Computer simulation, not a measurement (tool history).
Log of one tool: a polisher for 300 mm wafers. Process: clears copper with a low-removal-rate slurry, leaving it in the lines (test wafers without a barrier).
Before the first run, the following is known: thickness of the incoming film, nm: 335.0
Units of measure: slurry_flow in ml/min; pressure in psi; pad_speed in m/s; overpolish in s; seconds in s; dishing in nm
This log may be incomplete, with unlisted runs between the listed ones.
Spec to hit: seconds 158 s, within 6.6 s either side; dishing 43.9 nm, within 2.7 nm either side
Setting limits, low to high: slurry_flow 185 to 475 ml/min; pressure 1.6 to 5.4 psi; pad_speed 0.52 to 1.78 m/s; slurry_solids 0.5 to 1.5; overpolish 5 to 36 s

run	hour	slurry_flow	pressure	pad_speed	slurry_solids	overpolish	seconds	dishing
1	0	305	3.5	1.14	1	18	95.561	45.096
2	2.5	305	3.5	1.14	1	21	94.126	50.507
3	6.8	305	3.3	1.14	1	22	99.594	48.588
4	14.8	305	3.3	1.14	1.1	22	96.957	51.425
5	16.9	305	3.1	1.12	1.1	23	103.83	50.42
6	25.3	250	3.1	1.12	1.1	23	105.42	50.503
7	25.9	250	3.1	1.12	1.1	23	107.91	49.627
8	34.6	250	2.9	1.12	1.1	24	115.18	49.363
9	43	250	1.9	1.1	1.1	28	173.99	37.385

Which of these 4 next moves meets every target?
A	51.4	200	2.2	1.1	1.1	31	?	?
B	51.4	215	1.6	1.22	1.2	26	?	?
C	51.4	230	2.1	1.02	1	26	?	?
D	51.4	235	2	1.14	1.15	27	?	?

move	seconds	dishing
A	158.63	43.691
B	187.48	32.246
C	180.41	34.026
D	162.6	38.058
A: hits every target within its allowed miss
B: the biggest miss grows against the last run
C: the biggest miss grows against the last run
D: the furthest-off result lands on target, but another misses its tolerance
The move that meets every target is A.
